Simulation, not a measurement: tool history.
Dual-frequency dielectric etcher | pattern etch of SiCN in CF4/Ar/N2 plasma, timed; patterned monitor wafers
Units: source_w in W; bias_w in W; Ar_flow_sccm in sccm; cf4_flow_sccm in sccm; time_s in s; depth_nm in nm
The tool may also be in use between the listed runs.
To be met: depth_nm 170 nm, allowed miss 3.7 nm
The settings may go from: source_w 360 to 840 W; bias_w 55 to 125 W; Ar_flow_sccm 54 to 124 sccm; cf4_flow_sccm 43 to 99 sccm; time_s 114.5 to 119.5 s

Run 1, day 0: source_w 600 W, bias_w 90 W, Ar_flow_sccm 89 sccm, cf4_flow_sccm 71 sccm, time_s 114.5 s. Result: depth_nm 137.98 nm.
Run 2, day 0.321: source_w 600 W, bias_w 90 W, Ar_flow_sccm 89 sccm, cf4_flow_sccm 77 sccm, time_s 114.5 s. Result: depth_nm 139.48 nm.
Run 3, day 0.462: source_w 620 W, bias_w 90 W, Ar_flow_sccm 89 sccm, cf4_flow_sccm 77 sccm, time_s 114.5 s. Result: depth_nm 142.66 nm.
Run 4, day 0.488: source_w 620 W, bias_w 90 W, Ar_flow_sccm 101 sccm, cf4_flow_sccm 77 sccm, time_s 114.5 s. Result: depth_nm 139.13 nm.
Run 5, day 0.662: source_w 620 W, bias_w 105 W, Ar_flow_sccm 101 sccm, cf4_flow_sccm 77 sccm, time_s 114.5 s. Result: depth_nm 146.96 nm.
Run 6, day 0.792: source_w 620 W, bias_w 105 W, Ar_flow_sccm 95 sccm, cf4_flow_sccm 77 sccm, time_s 114.5 s. Result: depth_nm 149.6 nm.
Run 7, day 1.117: source_w 640 W, bias_w 105 W, Ar_flow_sccm 95 sccm, cf4_flow_sccm 77 sccm, time_s 114.5 s. Result: depth_nm 152.74 nm.
Run 8, day 1.304: source_w 650 W, bias_w 105 W, Ar_flow_sccm 95 sccm, cf4_flow_sccm 77 sccm, time_s 114.5 s. Result: depth_nm 153.33 nm.
Run 9, day 1.396: source_w 670 W, bias_w 105 W, Ar_flow_sccm 95 sccm, cf4_flow_sccm 77 sccm, time_s 114.5 s. Result: depth_nm 157.52 nm.
Run 10, day 1.454: source_w 680 W, bias_w 105 W, Ar_flow_sccm 95 sccm, cf4_flow_sccm 77 sccm, time_s 114.5 s. Result: depth_nm 158.48 nm.
Run 11, day 1.829: source_w 690 W, bias_w 105 W, Ar_flow_sccm 95 sccm, cf4_flow_sccm 77 sccm, time_s 114.5 s. Result: depth_nm 159.36 nm.
Run 12, day 1.9: source_w 700 W, bias_w 105 W, Ar_flow_sccm 95 sccm, cf4_flow_sccm 77 sccm, time_s 114.5 s. Result: depth_nm 162.08 nm.
Run 13, day 2.271: source_w 710 W, bias_w 105 W, Ar_flow_sccm 95 sccm, cf4_flow_sccm 77 sccm, time_s 114.5 s. Result: depth_nm 163.34 nm.
Run 14, day 2.462: source_w 720 W, bias_w 105 W, Ar_flow_sccm 95 sccm, cf4_flow_sccm 77 sccm, time_s 114.5 s. Result: depth_nm 165.55 nm.

4 next moves are on the table. One of them brings every result within its allowed miss. Which?
Run A, day 2.654: source_w 770 W, bias_w 105 W, Ar_flow_sccm 98 sccm, cf4_flow_sccm 83 sccm, time_s 118.5 s. Result: depth_nm ?.
Run B, day 2.654: source_w 790 W, bias_w 103 W, Ar_flow_sccm 99 sccm, cf4_flow_sccm 76 sccm, time_s 118 s. Result: depth_nm ?.
Run C, day 2.654: source_w 700 W, bias_w 115 W, Ar_flow_sccm 94 sccm, cf4_flow_sccm 68 sccm, time_s 117.5 s. Result: depth_nm ?.
Run D, day 2.654: source_w 740 W, bias_w 120 W, Ar_flow_sccm 95 sccm, cf4_flow_sccm 77 sccm, time_s 117 s. Result: depth_nm ?.

move  depth_nm
   A    180.55
   B    179.67
   C    169.97
   D     181.1
A: takes the result that was furthest off past its target
B: takes the result that was furthest off past its target
C: meets every target
D: takes the result that was furthest off past its target
Answer: C

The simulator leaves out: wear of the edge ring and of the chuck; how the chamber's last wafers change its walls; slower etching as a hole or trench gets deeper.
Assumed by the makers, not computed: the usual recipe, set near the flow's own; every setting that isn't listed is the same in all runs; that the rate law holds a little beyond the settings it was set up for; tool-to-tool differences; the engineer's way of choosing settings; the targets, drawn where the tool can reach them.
